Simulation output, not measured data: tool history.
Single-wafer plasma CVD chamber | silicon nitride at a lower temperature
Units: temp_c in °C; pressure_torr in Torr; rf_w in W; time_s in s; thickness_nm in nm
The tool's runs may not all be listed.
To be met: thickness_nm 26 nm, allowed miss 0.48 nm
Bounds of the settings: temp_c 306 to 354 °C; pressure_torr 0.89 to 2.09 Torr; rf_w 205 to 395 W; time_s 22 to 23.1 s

{"run": 1, "hour": 0.0, "temp_c": 330, "pressure_torr": 1.49, "rf_w": 300, "time_s": 23.1, "thickness_nm": 28.386}
{"run": 2, "hour": 3.1, "temp_c": 330, "pressure_torr": 1.44, "rf_w": 300, "time_s": 23.1, "thickness_nm": 28.491}
{"run": 3, "hour": 6.8, "temp_c": 330, "pressure_torr": 1.4, "rf_w": 295, "time_s": 23.1, "thickness_nm": 27.904}
{"run": 4, "hour": 9.0, "temp_c": 330, "pressure_torr": 1.52, "rf_w": 295, "time_s": 23.1, "thickness_nm": 28.607}
{"run": 5, "hour": 12.9, "temp_c": 330, "pressure_torr": 1.47, "rf_w": 295, "time_s": 23.1, "thickness_nm": 28.423}
{"run": 6, "hour": 18.9, "temp_c": 330, "pressure_torr": 1.42, "rf_w": 295, "time_s": 23.1, "thickness_nm": 27.988}
{"run": 7, "hour": 19.5, "temp_c": 330, "pressure_torr": 1.38, "rf_w": 295, "time_s": 23.1, "thickness_nm": 27.85}
{"run": 8, "hour": 20.7, "temp_c": 330, "pressure_torr": 1.34, "rf_w": 295, "time_s": 23.1, "thickness_nm": 27.71}
{"run": 9, "hour": 27.1, "temp_c": 330, "pressure_torr": 1.31, "rf_w": 295, "time_s": 23.1, "thickness_nm": 27.726}
{"run": 10, "hour": 29.5, "temp_c": 330, "pressure_torr": 1.28, "rf_w": 295, "time_s": 23.1, "thickness_nm": 27.288}
{"run": 11, "hour": 33.1, "temp_c": 330, "pressure_torr": 1.25, "rf_w": 295, "time_s": 23.1, "thickness_nm": 26.966}
{"run": 12, "hour": 34.7, "temp_c": 330, "pressure_torr": 1.23, "rf_w": 295, "time_s": 23.1, "thickness_nm": 27.023}
{"run": 13, "hour": 39.7, "temp_c": 330, "pressure_torr": 1.21, "rf_w": 295, "time_s": 23.1, "thickness_nm": 26.86}
{"run": 14, "hour": 42.1, "temp_c": 330, "pressure_torr": 1.19, "rf_w": 295, "time_s": 23.1, "thickness_nm": 26.998}

Which of these 5 next moves meets every target?
{"run": "A", "hour": 44.5, "temp_c": 341, "pressure_torr": 1.35, "rf_w": 305, "time_s": 23.1, "thickness_nm": "?"}
{"run": "B", "hour": 44.5, "temp_c": 332, "pressure_torr": 1.4, "rf_w": 305, "time_s": 22.9, "thickness_nm": "?"}
{"run": "C", "hour": 44.5, "temp_c": 333, "pressure_torr": 1.2, "rf_w": 295, "time_s": 23.1, "thickness_nm": "?"}
{"run": "D", "hour": 44.5, "temp_c": 337, "pressure_torr": 1.21, "rf_w": 315, "time_s": 22.8, "thickness_nm": "?"}
{"run": "E", "hour": 44.5, "temp_c": 321, "pressure_torr": 1.31, "rf_w": 275, "time_s": 23.1, "thickness_nm": "?"}

move=A thickness_nm=28.629
move=B thickness_nm=28.7
move=C thickness_nm=27.136
move=D thickness_nm=28.373
move=E thickness_nm=26.063
A: further off than the last run
B: further off than the last run
C: further off than the last run
D: further off than the last run
E: meets every target
Move E is the one to make.
